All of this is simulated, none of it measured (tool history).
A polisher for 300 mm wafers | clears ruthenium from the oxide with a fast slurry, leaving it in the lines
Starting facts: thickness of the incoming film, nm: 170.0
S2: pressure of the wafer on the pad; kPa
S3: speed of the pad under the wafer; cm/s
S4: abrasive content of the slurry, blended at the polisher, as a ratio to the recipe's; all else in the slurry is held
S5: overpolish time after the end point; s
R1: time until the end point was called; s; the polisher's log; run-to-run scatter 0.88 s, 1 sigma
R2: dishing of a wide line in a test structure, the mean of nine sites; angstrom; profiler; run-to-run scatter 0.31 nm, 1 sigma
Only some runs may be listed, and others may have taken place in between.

run 1 hour=0.0 | flow_of_slurry_(ml/min)=280 S2=13.1 S3=86 S4=1.0 S5=17 | R1=79.155 R2=185.27
run 2 hour=3.3 | flow_of_slurry_(ml/min)=280 S2=13.1 S3=64 S4=1.0 S5=17 | R1=106.970 R2=155.07
run 3 hour=6.2 | flow_of_slurry_(ml/min)=280 S2=15.2 S3=64 S4=1.0 S5=17 | R1=94.910 R2=166.91
run 4 hour=6.7 | flow_of_slurry_(ml/min)=280 S2=16.5 S3=64 S4=1.0 S5=18 | R1=86.656 R2=181.69
run 5 hour=14.8 | flow_of_slurry_(ml/min)=280 S2=18.6 S3=64 S4=1.0 S5=18 | R1=76.818 R2=189.86
run 6 hour=21.1 | flow_of_slurry_(ml/min)=335 S2=18.6 S3=64 S4=1.0 S5=18 | R1=76.338 R2=193.74
run 7 hour=22.5 | flow_of_slurry_(ml/min)=335 S2=18.6 S3=66 S4=1.0 S5=19 | R1=74.230 R2=196.30

What will run 8 give?
run 8 hour=24.0 | flow_of_slurry_(ml/min)=335 S2=18.6 S3=66 S4=1.0 S5=20 | R1=? R2=?

R1: 73.974 s
R2: 199.82 angstrom
